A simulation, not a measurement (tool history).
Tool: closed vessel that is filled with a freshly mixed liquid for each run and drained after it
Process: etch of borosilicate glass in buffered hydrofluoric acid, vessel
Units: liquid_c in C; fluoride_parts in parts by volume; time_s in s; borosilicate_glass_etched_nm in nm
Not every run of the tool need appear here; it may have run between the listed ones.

Run 1, hour 0: liquid_c 24 C, fluoride_parts 17 parts by volume, time_s 30 s. Result: borosilicate_glass_etched_nm 20.566 nm.
Run 2, hour 6.7: liquid_c 26 C, fluoride_parts 15.5 parts by volume, time_s 30 s. Result: borosilicate_glass_etched_nm 25.28 nm.
Run 3, hour 9.9: liquid_c 26 C, fluoride_parts 20 parts by volume, time_s 30 s. Result: borosilicate_glass_etched_nm 19.51 nm.
Run 4, hour 10.8: liquid_c 27.5 C, fluoride_parts 17.5 parts by volume, time_s 30 s. Result: borosilicate_glass_etched_nm 24.018 nm.
Run 5, hour 15.8: liquid_c 28.5 C, fluoride_parts 15.5 parts by volume, time_s 30 s. Result: borosilicate_glass_etched_nm 28.863 nm.
Run 6, hour 24: liquid_c 29.5 C, fluoride_parts 14.5 parts by volume, time_s 30 s. Result: borosilicate_glass_etched_nm 32.698 nm.

What does the tool deliver on the next run?
Run 7, hour 27.9: liquid_c 30 C, fluoride_parts 13.5 parts by volume, time_s 30 s. Result: borosilicate_glass_etched_nm ?.

borosilicate_glass_etched_nm: 35.153 nm
